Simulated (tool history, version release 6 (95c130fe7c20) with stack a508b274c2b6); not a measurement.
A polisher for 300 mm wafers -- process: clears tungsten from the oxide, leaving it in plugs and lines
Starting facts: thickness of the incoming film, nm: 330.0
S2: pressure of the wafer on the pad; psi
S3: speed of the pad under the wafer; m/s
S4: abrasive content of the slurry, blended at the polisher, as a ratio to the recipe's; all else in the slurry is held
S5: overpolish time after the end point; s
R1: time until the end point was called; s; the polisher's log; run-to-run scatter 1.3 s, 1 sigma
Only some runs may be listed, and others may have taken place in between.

run 1 day=0.000 | flow_of_slurry_(ml/min)=275 S2=4.2 S3=1.20 S4=1.0 S5=5 | R1=76.694
run 2 day=0.300 | flow_of_slurry_(ml/min)=275 S2=3.8 S3=1.20 S4=1.0 S5=5 | R1=85.847
run 3 day=0.592 | flow_of_slurry_(ml/min)=275 S2=3.5 S3=1.20 S4=1.0 S5=5 | R1=92.587
run 4 day=0.638 | flow_of_slurry_(ml/min)=275 S2=3.5 S3=1.36 S4=1.0 S5=5 | R1=81.606
run 5 day=0.762 | flow_of_slurry_(ml/min)=275 S2=3.2 S3=1.34 S4=1.0 S5=5 | R1=90.722
run 6 day=1.004 | flow_of_slurry_(ml/min)=275 S2=3.0 S3=1.34 S4=1.0 S5=5 | R1=96.470
run 7 day=1.179 | flow_of_slurry_(ml/min)=275 S2=2.8 S3=1.34 S4=1.0 S5=5 | R1=102.230
run 8 day=1.325 | flow_of_slurry_(ml/min)=275 S2=2.6 S3=1.34 S4=1.0 S5=5 | R1=109.310
run 9 day=1.688 | flow_of_slurry_(ml/min)=275 S2=2.5 S3=1.34 S4=1.0 S5=5 | R1=112.880

Run 10 is up next; what results do you expect?
run 10 day=1.796 | flow_of_slurry_(ml/min)=275 S2=2.4 S3=1.34 S4=1.0 S5=5 | R1=?

R1: 118.220 s
